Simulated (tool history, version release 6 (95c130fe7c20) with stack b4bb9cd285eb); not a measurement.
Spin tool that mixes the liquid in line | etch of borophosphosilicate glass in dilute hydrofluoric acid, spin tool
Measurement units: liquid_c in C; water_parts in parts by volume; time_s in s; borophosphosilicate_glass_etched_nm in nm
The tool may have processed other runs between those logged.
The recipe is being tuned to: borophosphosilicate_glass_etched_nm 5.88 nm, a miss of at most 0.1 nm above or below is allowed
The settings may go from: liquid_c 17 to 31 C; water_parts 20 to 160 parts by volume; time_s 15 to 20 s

run,hour,liquid_c,water_parts,time_s,borophosphosilicate_glass_etched_nm
1,0,23,90,20,14.084
2,1.6,23,70,20,18.704
3,6.5,21.5,85,20,14.233
4,15.2,21.5,100,20,11.843
5,20.7,20.5,110,20,10.14
# hour 26.8: thermometer replaced
6,26.8,19.5,120,20,8.0304
7,32.4,19,125,20,7.5004
8,37.9,18.5,130,20,7.0683
9,39.7,18,130,20,6.9619

Pick the move, out of 4, that brings all results within their allowed miss; only one does.
A,41.5,21,160,20,?
B,41.5,17.5,110,15,?
C,41.5,20,160,20,?
D,41.5,17.5,140,20,?

move,borophosphosilicate_glass_etched_nm
A,6.1878
B,6.1729
C,5.949
D,6.273
A: an improvement on the last run, though not all results are within tolerance
B: an improvement on the last run, though not all results are within tolerance
C: every result within its allowed miss
D: an improvement on the last run, though not all results are within tolerance
C is the move that brings every result within its allowed miss.
